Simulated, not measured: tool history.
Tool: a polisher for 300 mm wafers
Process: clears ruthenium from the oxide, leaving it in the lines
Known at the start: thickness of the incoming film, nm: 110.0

run	hour	flow of slurry (ml/min)	pressure of the wafer on the pad (psi)	speed of the pad under the wafer (m/s)	overpolish time after the end point (s)	time until the end point was called (s)
1	0	290	1.7	0.8	17	134.28
2	6.2	315	1.7	0.8	17	132.63
3	8.4	315	1.6	0.8	17	136.44
4	11.6	310	1.4	0.78	17	155.68
5	15.5	310	1.4	0.68	17	168.84
6	18.1	310	1.4	0.8	17	157.16
7	21.3	310	1.3	0.8	17	161.77

The next listed run, before its measurement:
8	27.7	310	1.2	0.8	17	?

Run 8 gave time until the end point was called (s) 166.99.
